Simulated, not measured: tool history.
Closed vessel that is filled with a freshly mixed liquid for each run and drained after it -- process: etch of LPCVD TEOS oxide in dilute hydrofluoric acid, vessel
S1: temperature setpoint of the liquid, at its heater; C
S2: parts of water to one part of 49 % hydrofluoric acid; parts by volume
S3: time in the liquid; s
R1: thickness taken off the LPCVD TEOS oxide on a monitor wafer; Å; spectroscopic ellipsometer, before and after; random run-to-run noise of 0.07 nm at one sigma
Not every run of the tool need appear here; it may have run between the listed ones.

| run | day | S1 | S2 | S3 | R1 |
|---|---|---|---|---|---|
| 1 | 0 | 23 | 140 | 30 | 57.917 |
| 2 | 0.092 | 23 | 90 | 30 | 95.737 |
| 3 | 0.404 | 23 | 90 | 30 | 94.859 |
| 4 | 0.771 | 25.5 | 90 | 30 | 104.82 |
| 5 | 0.896 | 27 | 90 | 30 | 112.13 |
| 6 | 0.983 | 27 | 135 | 30 | 70.524 |
| 7 | 1.1 | 28 | 120 | 30 | 83.069 |
| 8 | 1.262 | 29 | 110 | 30 | 96.258 |
| 9 | 1.392 | 29 | 110 | 30 | 95.215 |
| 10 | 1.638 | 29.5 | 100 | 30 | 107.92 |
| 11 | 1.858 | 31 | 80 | 30 | 147.49 |
| 12 | 2.229 | 30 | 80 | 30 | 143.27 |
| 13 | 2.504 | 29.5 | 80 | 30 | 139.93 |

What will run 14 give?
| 14 | 2.679 | 29.5 | 80 | 30 | ? |

{"run 14": {"R1": 139.54}}
